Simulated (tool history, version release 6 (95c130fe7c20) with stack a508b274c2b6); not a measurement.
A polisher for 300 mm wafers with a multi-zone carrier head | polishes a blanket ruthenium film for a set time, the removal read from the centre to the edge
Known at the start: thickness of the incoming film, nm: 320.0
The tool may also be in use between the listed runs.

run,day,flow of slurry (ml/min),pressure of the head's centre zone,pressure of the head's middle zone,pressure of the head's edge zone,polishing time (s),film removed at the wafer's centre (angstrom),film removed at mid-radius (angstrom),film removed at the wafer's edge (angstrom)
1,0,290,1,1,1,72,1059.7,1076.1,1046.9
2,0.05,285,0.98,0.98,1.01,70,973.93,1048.7,1065.4
3,0.375,285,0.95,0.98,1.01,70,964.79,1054.9,1055.3
4,0.633,285,0.88,0.98,1.01,70,884.32,1042.2,1048.7
5,0.688,285,0.88,0.96,1.01,68,848.08,996.18,1019.1
6,0.862,285,0.88,0.96,1.01,62,803.68,922,919.06
# day 1.138: worn pad replaced by a new one
7,1.138,280,0.88,0.94,1.02,61,872.49,959.55,1031.7

The next listed run, before its measurement:
8,1.312,275,0.87,0.93,1.02,58,?,?,?

film removed at the wafer's centre (angstrom): 820.49
film removed at mid-radius (angstrom): 915.67
film removed at the wafer's edge (angstrom): 969.5
